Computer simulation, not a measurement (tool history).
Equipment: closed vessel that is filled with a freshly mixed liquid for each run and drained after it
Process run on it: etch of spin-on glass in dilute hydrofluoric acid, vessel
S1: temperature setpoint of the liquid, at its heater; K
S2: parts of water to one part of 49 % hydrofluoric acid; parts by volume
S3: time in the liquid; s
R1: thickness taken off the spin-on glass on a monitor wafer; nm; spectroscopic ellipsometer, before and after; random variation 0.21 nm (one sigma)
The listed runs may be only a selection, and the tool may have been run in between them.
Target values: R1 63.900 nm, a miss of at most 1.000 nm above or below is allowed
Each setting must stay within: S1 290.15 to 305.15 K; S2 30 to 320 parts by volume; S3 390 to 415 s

run,hour,S1,S2,S3,R1
1,0.0,297.15,175,390,85.388
2,6.6,297.15,175,415,90.401
3,11.5,295.15,180,415,81.393
4,16.6,293.65,180,415,76.847
5,22.3,292.65,180,415,74.208
6,26.2,295.15,180,415,81.182
7,33.5,293.65,180,415,77.174
8,40.8,293.65,180,415,77.676
9,45.1,292.65,185,415,71.315
10,49.8,292.15,185,415,70.168

4 next moves are on the table. One of them brings every result within its allowed miss. Which?
A,54.5,294.15,215,415,?
B,54.5,292.15,195,390,?
C,54.5,291.15,190,390,?
D,54.5,294.65,225,415,?

move,R1
A,63.250
B,61.875
C,61.342
D,60.981
A: all results in spec
B: carries the result that was furthest off beyond its target, to the other side
C: carries the result that was furthest off beyond its target, to the other side
D: carries the result that was furthest off beyond its target, to the other side
Correct choice: A, which meets every target

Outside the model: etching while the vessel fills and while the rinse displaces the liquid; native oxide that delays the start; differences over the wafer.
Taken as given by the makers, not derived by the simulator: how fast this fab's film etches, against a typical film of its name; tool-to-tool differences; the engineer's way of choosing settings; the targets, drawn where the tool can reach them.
